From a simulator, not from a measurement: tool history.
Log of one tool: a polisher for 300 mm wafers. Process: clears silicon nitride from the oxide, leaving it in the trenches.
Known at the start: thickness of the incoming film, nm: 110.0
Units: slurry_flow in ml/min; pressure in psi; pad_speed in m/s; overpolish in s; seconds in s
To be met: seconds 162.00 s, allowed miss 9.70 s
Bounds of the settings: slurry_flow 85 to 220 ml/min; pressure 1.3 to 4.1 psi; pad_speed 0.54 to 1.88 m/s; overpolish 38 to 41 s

run 1 day=0.000 | slurry_flow=140 pressure=2.7 pad_speed=1.20 overpolish=38 | seconds=114.27
run 2 day=0.146 | slurry_flow=140 pressure=2.7 pad_speed=1.20 overpolish=38 | seconds=115.02
run 3 day=0.225 | slurry_flow=140 pressure=2.7 pad_speed=1.20 overpolish=38 | seconds=112.66
run 4 day=0.417 | slurry_flow=140 pressure=2.5 pad_speed=1.18 overpolish=38 | seconds=126.12
run 5 day=0.696 | slurry_flow=140 pressure=2.5 pad_speed=1.18 overpolish=41 | seconds=122.35
run 6 day=0.762 | slurry_flow=155 pressure=2.5 pad_speed=1.18 overpolish=41 | seconds=122.36
run 7 day=1.000 | slurry_flow=155 pressure=2.4 pad_speed=1.18 overpolish=41 | seconds=125.44
run 8 day=1.196 | slurry_flow=155 pressure=2.3 pad_speed=1.18 overpolish=41 | seconds=128.68
run 9 day=1.254 | slurry_flow=155 pressure=2.2 pad_speed=1.18 overpolish=41 | seconds=133.43
run 10 day=1.562 | slurry_flow=155 pressure=2.1 pad_speed=1.18 overpolish=41 | seconds=133.12
run 11 day=1.808 | slurry_flow=155 pressure=2.0 pad_speed=1.16 overpolish=41 | seconds=138.23
run 12 day=2.133 | slurry_flow=155 pressure=1.9 pad_speed=1.14 overpolish=41 | seconds=142.77

Which of these 5 next moves meets every target?
run A day=2.458 | slurry_flow=180 pressure=2.2 pad_speed=0.76 overpolish=39 | seconds=?
run B day=2.458 | slurry_flow=135 pressure=1.4 pad_speed=1.00 overpolish=41 | seconds=?
run C day=2.458 | slurry_flow=120 pressure=2.1 pad_speed=0.78 overpolish=41 | seconds=?
run D day=2.458 | slurry_flow=150 pressure=1.7 pad_speed=0.88 overpolish=41 | seconds=?
run E day=2.458 | slurry_flow=175 pressure=1.6 pad_speed=1.10 overpolish=39 | seconds=?

move=A seconds=178.00
move=B seconds=197.66
move=C seconds=194.44
move=D seconds=192.12
move=E seconds=163.97
A: takes the result that was furthest off past its target
B: takes the result that was furthest off past its target
C: takes the result that was furthest off past its target
D: takes the result that was furthest off past its target
E: meets every target
Move E is the one to make.
